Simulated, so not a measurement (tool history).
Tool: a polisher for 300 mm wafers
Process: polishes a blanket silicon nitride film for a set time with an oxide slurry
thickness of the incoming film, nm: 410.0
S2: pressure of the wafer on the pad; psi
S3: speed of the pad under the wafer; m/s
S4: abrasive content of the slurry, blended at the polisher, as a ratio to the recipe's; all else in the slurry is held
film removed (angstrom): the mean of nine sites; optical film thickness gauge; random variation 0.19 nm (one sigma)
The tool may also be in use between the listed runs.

{"run": 1, "hour": 0.0, "flow of slurry (ml/min)": 320, "S2": 2.8, "S3": 0.84, "S4": 1.0, "polishing time (s)": 61, "film removed (angstrom)": 297.84}
{"run": 2, "hour": 8.6, "flow of slurry (ml/min)": 320, "S2": 2.4, "S3": 0.84, "S4": 1.0, "polishing time (s)": 61, "film removed (angstrom)": 268.21}
{"run": 3, "hour": 15.0, "flow of slurry (ml/min)": 320, "S2": 2.1, "S3": 0.84, "S4": 1.0, "polishing time (s)": 61, "film removed (angstrom)": 245.65}
{"run": 4, "hour": 23.1, "flow of slurry (ml/min)": 400, "S2": 2.1, "S3": 0.84, "S4": 1.0, "polishing time (s)": 61, "film removed (angstrom)": 249.08}
{"run": 5, "hour": 26.7, "flow of slurry (ml/min)": 400, "S2": 2.1, "S3": 0.68, "S4": 1.0, "polishing time (s)": 61, "film removed (angstrom)": 220.12}
{"run": 6, "hour": 29.2, "flow of slurry (ml/min)": 400, "S2": 2.1, "S3": 0.68, "S4": 1.0, "polishing time (s)": 61, "film removed (angstrom)": 222.17}
{"run": 7, "hour": 34.1, "flow of slurry (ml/min)": 400, "S2": 2.0, "S3": 0.68, "S4": 1.0, "polishing time (s)": 61, "film removed (angstrom)": 214.7}

Forecast run 8:
{"run": 8, "hour": 41.4, "flow of slurry (ml/min)": 400, "S2": 1.9, "S3": 0.68, "S4": 1.0, "polishing time (s)": 61, "film removed (angstrom)": "?"}

film removed (angstrom): 210.83

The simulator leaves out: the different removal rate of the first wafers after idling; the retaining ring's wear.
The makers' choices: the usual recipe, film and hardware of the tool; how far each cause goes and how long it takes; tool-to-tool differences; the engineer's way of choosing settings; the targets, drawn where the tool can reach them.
